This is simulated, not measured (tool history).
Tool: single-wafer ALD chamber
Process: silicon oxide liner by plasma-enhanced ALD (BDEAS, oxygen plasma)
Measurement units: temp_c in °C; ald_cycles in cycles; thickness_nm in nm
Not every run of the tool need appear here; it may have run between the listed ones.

run    day  temp_c  ald_cycles  thickness_nm
  1      0     320          59        5.3586
  2  0.104     321          57        5.1902
  3  0.321     321          55        4.9803
  4  0.496     328          55        4.9111
  5  0.517     324          55        5.0015
  6  0.621     314          55        5.0997
  7  0.988     316          54        4.9605
  8  1.333     317          53        4.9095

Forecast run 9:
  9  1.583     319          52             ?

Run 9 produced thickness_nm 4.7469 nm.

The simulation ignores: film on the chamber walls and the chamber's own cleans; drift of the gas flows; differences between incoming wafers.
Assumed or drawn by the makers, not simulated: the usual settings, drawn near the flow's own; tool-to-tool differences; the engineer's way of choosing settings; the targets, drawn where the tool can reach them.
